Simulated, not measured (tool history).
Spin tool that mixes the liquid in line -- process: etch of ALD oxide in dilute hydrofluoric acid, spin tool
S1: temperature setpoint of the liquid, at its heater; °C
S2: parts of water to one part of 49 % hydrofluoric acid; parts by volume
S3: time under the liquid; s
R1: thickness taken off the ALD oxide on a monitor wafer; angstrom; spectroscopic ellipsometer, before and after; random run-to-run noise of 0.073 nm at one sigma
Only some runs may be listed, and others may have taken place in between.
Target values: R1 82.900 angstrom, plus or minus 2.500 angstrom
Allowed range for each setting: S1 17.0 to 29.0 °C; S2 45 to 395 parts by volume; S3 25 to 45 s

run	hour	S1	S2	S3	R1
1	0.0	21.0	220	45	33.595
2	1.4	23.0	185	45	43.840
3	9.0	24.5	160	45	56.171
4	14.4	26.0	160	45	59.298
5	21.0	27.0	150	45	65.864
6	22.5	27.5	145	45	70.438
7	27.8	28.0	140	45	74.275
8	29.0	28.5	135	45	79.541

Of the 4 settings listed for the next run, only one would bring every result within its allowed miss of target. Which one?
A	30.2	29.0	125	45	?
B	30.2	27.0	115	45	?
C	30.2	27.5	120	45	?
D	30.2	27.0	125	45	?

move	R1
A	87.708
B	89.597
C	86.944
D	81.382
A: moves the result that the last run missed by most past its target, out the other side
B: moves the result that the last run missed by most past its target, out the other side
C: moves the result that the last run missed by most past its target, out the other side
D: hits every target within its allowed miss
D meets every target.

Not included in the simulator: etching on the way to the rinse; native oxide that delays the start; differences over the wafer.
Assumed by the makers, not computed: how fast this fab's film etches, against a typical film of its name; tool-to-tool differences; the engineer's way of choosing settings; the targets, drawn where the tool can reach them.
